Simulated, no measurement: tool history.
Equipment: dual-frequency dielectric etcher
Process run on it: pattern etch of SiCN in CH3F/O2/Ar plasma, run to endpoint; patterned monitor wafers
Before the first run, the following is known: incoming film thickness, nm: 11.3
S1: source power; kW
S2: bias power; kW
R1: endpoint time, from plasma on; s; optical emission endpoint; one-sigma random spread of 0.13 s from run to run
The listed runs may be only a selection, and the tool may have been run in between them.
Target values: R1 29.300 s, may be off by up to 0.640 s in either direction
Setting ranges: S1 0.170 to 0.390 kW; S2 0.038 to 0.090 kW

run	hour	S1	S2	R1
1	0.0	0.280	0.064	34.260
2	2.9	0.330	0.064	32.268
3	11.4	0.370	0.064	30.979
4	17.2	0.370	0.066	31.157
5	19.5	0.350	0.066	31.287
6	25.2	0.350	0.055	33.588
7	27.7	0.360	0.059	32.354
8	30.0	0.360	0.059	32.473
9	38.3	0.370	0.062	31.698
10	43.0	0.370	0.065	30.866

5 next moves are on the table. One of them brings every result within its allowed miss. Which?
A	47.7	0.380	0.068	?
B	47.7	0.390	0.071	?
C	47.7	0.390	0.082	?
D	47.7	0.370	0.068	?
E	47.7	0.390	0.063	?

move	R1
A	30.562
B	29.824
C	28.270
D	30.835
E	31.145
A: closer than the last run, but not yet in spec
B: meets every target
C: takes the result that was furthest off past its target
D: no better and no worse than the last run
E: moves away from the targets compared with the last run
B is the move that brings every result within its allowed miss.
